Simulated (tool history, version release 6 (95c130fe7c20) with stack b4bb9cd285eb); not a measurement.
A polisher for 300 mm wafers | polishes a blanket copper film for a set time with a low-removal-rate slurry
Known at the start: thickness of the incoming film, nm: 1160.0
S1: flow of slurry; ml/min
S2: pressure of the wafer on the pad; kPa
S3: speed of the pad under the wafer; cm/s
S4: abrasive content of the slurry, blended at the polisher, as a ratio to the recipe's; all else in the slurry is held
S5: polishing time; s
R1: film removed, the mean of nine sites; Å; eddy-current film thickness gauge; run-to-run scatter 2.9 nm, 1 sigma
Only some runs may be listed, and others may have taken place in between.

run,hour,S1,S2,S3,S4,S5,R1
1,0,205,22.1,140,1,44,1935.9
2,5.1,205,23.4,140,1,44,2050.7
3,7.1,205,24.8,140,1,44,2162.6
4,12,205,24.8,168,1,44,2513.6
5,15,205,24.8,168,0.9,44,2439.1
6,18,205,24.8,168,0.9,38,2086.6
7,27,205,24.8,168,0.9,38,2068.3
8,33,205,26.2,168,0.9,38,2205.7
9,39.2,205,26.9,168,0.9,38,2276.5
10,40.9,205,26.9,168,0.9,38,2284.2
11,43.4,205,27.6,168,0.9,38,2315.3
12,46.8,205,28.3,168,0.9,38,2378.7

Predict the results of run 13:
13,48.6,205,29,168,0.9,38,?

For run 13 the tool returned R1 2440.5 Å.

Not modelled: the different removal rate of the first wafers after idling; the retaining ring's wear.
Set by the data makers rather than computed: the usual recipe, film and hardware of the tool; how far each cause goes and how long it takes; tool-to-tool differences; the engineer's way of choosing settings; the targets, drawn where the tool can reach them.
